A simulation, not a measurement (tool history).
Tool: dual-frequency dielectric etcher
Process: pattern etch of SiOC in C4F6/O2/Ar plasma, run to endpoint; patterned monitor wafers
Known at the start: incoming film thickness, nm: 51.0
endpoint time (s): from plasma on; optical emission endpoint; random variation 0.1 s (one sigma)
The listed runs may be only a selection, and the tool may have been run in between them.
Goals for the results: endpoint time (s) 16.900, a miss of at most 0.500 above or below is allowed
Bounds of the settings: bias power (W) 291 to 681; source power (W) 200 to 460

{"run": 1, "day": 0.0, "bias power (W)": 486, "source power (W)": 330, "endpoint time (s)": 18.869}
{"run": 2, "day": 0.112, "bias power (W)": 440, "source power (W)": 330, "endpoint time (s)": 19.939}
{"run": 3, "day": 0.304, "bias power (W)": 469, "source power (W)": 340, "endpoint time (s)": 18.92}
{"run": 4, "day": 0.508, "bias power (W)": 469, "source power (W)": 370, "endpoint time (s)": 18.668}
{"run": 5, "day": 0.621, "bias power (W)": 536, "source power (W)": 370, "endpoint time (s)": 17.687}
{"day": 0.942, "done": "wet clean of the chamber"}
{"run": 6, "day": 0.942, "bias power (W)": 546, "source power (W)": 370, "endpoint time (s)": 17.814}
{"run": 7, "day": 1.05, "bias power (W)": 559, "source power (W)": 380, "endpoint time (s)": 17.464}
{"run": 8, "day": 1.321, "bias power (W)": 567, "source power (W)": 380, "endpoint time (s)": 17.5}

Below are 5 possible settings for the next run. Only one of them brings all results inside the allowed miss of their targets. Which is it?
{"run": "A", "day": 1.592, "bias power (W)": 576, "source power (W)": 420, "endpoint time (s)": "?"}
{"run": "B", "day": 1.592, "bias power (W)": 562, "source power (W)": 330, "endpoint time (s)": "?"}
{"run": "C", "day": 1.592, "bias power (W)": 616, "source power (W)": 430, "endpoint time (s)": "?"}
{"run": "D", "day": 1.592, "bias power (W)": 631, "source power (W)": 300, "endpoint time (s)": "?"}
{"run": "E", "day": 1.592, "bias power (W)": 584, "source power (W)": 330, "endpoint time (s)": "?"}

move=A endpoint_time_(s)=16.701
move=B endpoint_time_(s)=18.271
move=C endpoint_time_(s)=16.092
move=D endpoint_time_(s)=17.897
move=E endpoint_time_(s)=17.964
A: in spec on every target
B: further off than the last run
C: takes the biggest miss from the last run beyond its target
D: further off than the last run
E: further off than the last run
A is the move that brings every result within its allowed miss.
